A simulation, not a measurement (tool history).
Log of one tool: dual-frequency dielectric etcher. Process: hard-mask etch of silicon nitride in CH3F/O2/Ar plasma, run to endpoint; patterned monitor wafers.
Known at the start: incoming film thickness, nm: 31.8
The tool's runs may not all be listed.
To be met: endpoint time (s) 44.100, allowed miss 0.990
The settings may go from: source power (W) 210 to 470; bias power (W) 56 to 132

run	hour	source power (W)	bias power (W)	endpoint time (s)
1	0.0	340	94	39.025
2	5.2	380	94	37.220
3	7.3	380	107	34.915
4	15.0	420	107	33.624
5	23.6	390	107	34.464
6	24.7	390	124	32.721
7	25.9	340	115	35.439
8	29.8	300	107	39.629
9	31.8	280	106	40.564
10	37.6	260	105	42.277

Which of these 4 next moves meets every target?
A	43.4	260	110	?
B	43.4	260	95	?
C	43.4	220	104	?
D	43.4	250	108	?

move	endpoint time (s)
A	41.393
B	44.205
C	46.350
D	42.581
A: further off than the last run
B: meets every target
C: takes the result that was furthest off past its target
D: nearer than the last run, and not there yet
Answer: B

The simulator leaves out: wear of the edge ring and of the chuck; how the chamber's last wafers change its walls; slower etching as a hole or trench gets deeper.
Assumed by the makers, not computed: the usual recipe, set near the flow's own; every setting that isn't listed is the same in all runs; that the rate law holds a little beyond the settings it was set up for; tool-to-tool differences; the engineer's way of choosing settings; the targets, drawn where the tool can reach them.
